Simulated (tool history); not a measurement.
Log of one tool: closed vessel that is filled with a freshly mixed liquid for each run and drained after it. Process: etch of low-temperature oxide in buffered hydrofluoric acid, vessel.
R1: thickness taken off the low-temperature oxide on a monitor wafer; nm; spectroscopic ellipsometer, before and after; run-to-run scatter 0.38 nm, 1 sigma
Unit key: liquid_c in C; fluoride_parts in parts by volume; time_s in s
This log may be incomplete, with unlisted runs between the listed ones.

{"run": 1, "hour": 0.0, "liquid_c": 21.0, "fluoride_parts": 8, "time_s": 30, "R1": 84.506}
{"run": 2, "hour": 5.7, "liquid_c": 21.5, "fluoride_parts": 8, "time_s": 30, "R1": 87.213}
{"run": 3, "hour": 11.9, "liquid_c": 22.0, "fluoride_parts": 8, "time_s": 30, "R1": 89.666}
{"run": 4, "hour": 16.2, "liquid_c": 22.0, "fluoride_parts": 6, "time_s": 30, "R1": 117.63}
{"run": 5, "hour": 20.5, "liquid_c": 22.0, "fluoride_parts": 5, "time_s": 30, "R1": 138.08}
{"run": 6, "hour": 28.9, "liquid_c": 21.5, "fluoride_parts": 5, "time_s": 30, "R1": 134.06}
{"run": 7, "hour": 35.9, "liquid_c": 21.0, "fluoride_parts": 5, "time_s": 30, "R1": 129.3}
{"run": 8, "hour": 45.1, "liquid_c": 20.5, "fluoride_parts": 5, "time_s": 30, "R1": 126.95}

Run 9 is up next; what results do you expect?
{"run": 9, "hour": 50.0, "liquid_c": 20.0, "fluoride_parts": 5, "time_s": 30, "R1": "?"}

{"run 9": {"R1": 123.1}}

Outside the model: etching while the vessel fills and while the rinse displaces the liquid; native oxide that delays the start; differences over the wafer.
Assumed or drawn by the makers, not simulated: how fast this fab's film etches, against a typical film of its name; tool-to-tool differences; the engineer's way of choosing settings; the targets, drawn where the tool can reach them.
